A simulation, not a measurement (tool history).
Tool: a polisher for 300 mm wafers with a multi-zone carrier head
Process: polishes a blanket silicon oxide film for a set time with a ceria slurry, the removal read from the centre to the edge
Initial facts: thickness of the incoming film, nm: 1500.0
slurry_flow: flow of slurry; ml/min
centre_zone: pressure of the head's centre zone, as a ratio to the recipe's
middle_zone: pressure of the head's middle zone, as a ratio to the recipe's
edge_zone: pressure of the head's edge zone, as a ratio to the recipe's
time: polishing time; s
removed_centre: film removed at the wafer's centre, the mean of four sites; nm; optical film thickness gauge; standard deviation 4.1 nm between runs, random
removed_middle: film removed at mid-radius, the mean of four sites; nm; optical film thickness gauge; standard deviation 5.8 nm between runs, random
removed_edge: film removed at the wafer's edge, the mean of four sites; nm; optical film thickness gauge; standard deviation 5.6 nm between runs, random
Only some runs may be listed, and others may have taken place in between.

run,hour,slurry_flow,centre_zone,middle_zone,edge_zone,time,removed_centre,removed_middle,removed_edge
1,0.0,315,1.00,1.00,1.00,74,576.46,563.12,579.41
2,2.2,325,0.98,1.03,1.02,74,567.01,579.31,592.80
3,11.0,325,0.98,0.96,1.02,74,566.01,547.65,594.59
4,15.7,325,0.98,0.96,1.06,74,566.81,545.66,599.71
5,19.5,325,0.94,0.96,1.06,74,541.01,550.55,606.50
6,20.2,325,0.94,0.96,1.06,81,591.12,600.65,669.05

Run 7, settings as shown, results not yet in. Your forecast:
7,25.1,325,0.94,0.96,1.06,81,?,?,?

{"run 7": {"removed_centre": 588.53, "removed_middle": 593.06, "removed_edge": 669.07}}

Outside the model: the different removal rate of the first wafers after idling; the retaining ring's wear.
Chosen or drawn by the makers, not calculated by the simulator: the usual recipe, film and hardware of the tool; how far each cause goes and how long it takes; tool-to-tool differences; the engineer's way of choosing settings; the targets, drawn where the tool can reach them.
